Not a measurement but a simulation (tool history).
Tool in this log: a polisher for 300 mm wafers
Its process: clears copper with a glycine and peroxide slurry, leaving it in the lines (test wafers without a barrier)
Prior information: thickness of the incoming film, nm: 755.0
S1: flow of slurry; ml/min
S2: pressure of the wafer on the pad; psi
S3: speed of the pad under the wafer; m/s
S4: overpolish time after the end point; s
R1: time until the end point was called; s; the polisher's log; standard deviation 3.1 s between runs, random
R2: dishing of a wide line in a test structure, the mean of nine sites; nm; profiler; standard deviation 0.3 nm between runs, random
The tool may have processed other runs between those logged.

run    day   S1   S2    S3  S4      R1      R2
  1  0.000  195  2.7  0.88  14  160.94  43.880
  2  0.092  230  2.7  0.88  14  160.15  43.770
  3  0.412  270  2.7  0.88  14  148.00  46.134
  4  0.596  270  2.2  0.88  14  181.67  38.657
  5  0.962  280  1.9  0.98  11  189.65  31.830
  6  1.242  305  1.9  0.98  11  192.51  30.842
  7  1.371  305  2.0  0.96   9  180.05  26.867
  8  1.438  305  2.2  0.88   8  179.34  23.897
  9  1.771  305  2.4  0.84   7  168.90  21.670
 10  1.858  305  2.5  0.82   6  175.44  19.480

What does the tool deliver on the next run?
 11  2.121  305  2.6  0.80   6   ?   ?

{"run 11": {"R1": 165.02, "R2": 20.517}}

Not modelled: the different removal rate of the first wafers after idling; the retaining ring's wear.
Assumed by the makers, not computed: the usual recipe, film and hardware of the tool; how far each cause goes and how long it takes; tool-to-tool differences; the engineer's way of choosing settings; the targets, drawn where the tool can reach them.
